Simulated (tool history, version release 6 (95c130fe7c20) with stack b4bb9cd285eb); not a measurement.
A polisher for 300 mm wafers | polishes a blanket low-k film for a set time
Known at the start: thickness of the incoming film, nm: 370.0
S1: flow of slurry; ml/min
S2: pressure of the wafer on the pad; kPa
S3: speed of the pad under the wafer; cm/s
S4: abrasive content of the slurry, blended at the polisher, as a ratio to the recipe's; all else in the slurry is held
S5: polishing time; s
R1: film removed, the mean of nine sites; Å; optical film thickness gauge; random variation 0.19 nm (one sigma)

Run 1, hour 0.0: S1 150 ml/min, S2 11.7 kPa, S3 88 cm/s, S4 1.0, S5 102 s. Result: R1 307.32 Å.
Run 2, hour 1.3: S1 150 ml/min, S2 11.0 kPa, S3 88 cm/s, S4 1.0, S5 102 s. Result: R1 284.25 Å.
Run 3, hour 3.2: S1 150 ml/min, S2 12.4 kPa, S3 88 cm/s, S4 1.0, S5 102 s. Result: R1 318.96 Å.
Run 4, hour 10.1: S1 150 ml/min, S2 12.4 kPa, S3 68 cm/s, S4 1.0, S5 102 s. Result: R1 260.05 Å.
Run 5, hour 13.0: S1 150 ml/min, S2 12.4 kPa, S3 58 cm/s, S4 1.0, S5 102 s. Result: R1 226.04 Å.
Run 6, hour 17.9: S1 140 ml/min, S2 11.7 kPa, S3 58 cm/s, S4 1.0, S5 102 s. Result: R1 211.75 Å.
Run 7, hour 19.4: S1 135 ml/min, S2 11.7 kPa, S3 58 cm/s, S4 1.0, S5 102 s. Result: R1 210.13 Å.
Run 8, hour 26.3: S1 130 ml/min, S2 11.7 kPa, S3 58 cm/s, S4 1.0, S5 102 s. Result: R1 213.77 Å.
Run 9, hour 33.4: S1 130 ml/min, S2 11.7 kPa, S3 58 cm/s, S4 1.0, S5 102 s. Result: R1 212.25 Å.

Run 10 comes next. What will it give?
Run 10, hour 37.6: S1 130 ml/min, S2 11.0 kPa, S3 58 cm/s, S4 1.0, S5 102 s. Result: R1 ?.

R1: 199.28 Å

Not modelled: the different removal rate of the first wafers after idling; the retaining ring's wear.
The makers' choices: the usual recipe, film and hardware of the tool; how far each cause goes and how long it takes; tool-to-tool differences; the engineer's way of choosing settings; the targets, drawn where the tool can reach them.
